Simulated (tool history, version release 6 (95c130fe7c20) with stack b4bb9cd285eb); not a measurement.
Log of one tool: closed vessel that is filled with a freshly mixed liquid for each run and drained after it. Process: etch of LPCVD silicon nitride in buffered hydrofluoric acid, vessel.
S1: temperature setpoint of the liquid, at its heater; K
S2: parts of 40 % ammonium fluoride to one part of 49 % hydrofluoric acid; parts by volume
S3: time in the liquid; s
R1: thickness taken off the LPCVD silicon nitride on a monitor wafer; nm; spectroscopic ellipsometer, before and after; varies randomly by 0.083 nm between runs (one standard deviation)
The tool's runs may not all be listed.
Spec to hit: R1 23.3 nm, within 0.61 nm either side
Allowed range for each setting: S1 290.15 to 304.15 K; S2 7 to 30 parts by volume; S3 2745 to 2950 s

run    day      S1    S2    S3      R1
  1      0  296.15    19  2745  18.786
  2  0.188  296.15  22.5  2745  16.382
  3    0.5  297.65  22.5  2745  17.928
  4  0.733  298.65  22.5  2745   18.99
  5  1.108  299.65  22.5  2745  19.949
  6  1.392  300.15  22.5  2745  20.519
  7  1.475  300.65  22.5  2745  21.081
  8  1.558  301.15  22.5  2745  21.836
  9   1.85  301.65  22.5  2745  22.433

Of the 5 settings listed for the next run, only one would bring every result within its allowed miss of target. Which one?
  A  2.142  302.15    26  2840   ?
  B  2.142  303.15    26  2815   ?
  C  2.142  301.15  20.5  2785   ?
  D  2.142  300.65    23  2935   ?
  E  2.142  301.65    23  2745   ?

move      R1
   A  21.423
   B  22.406
   C   23.43
   D  22.207
   E  21.924
A: misses by more than the last run did
B: about as far from the targets as the last run
C: each result inside its tolerance
D: misses by more than the last run did
E: misses by more than the last run did
Move C is the one to make.
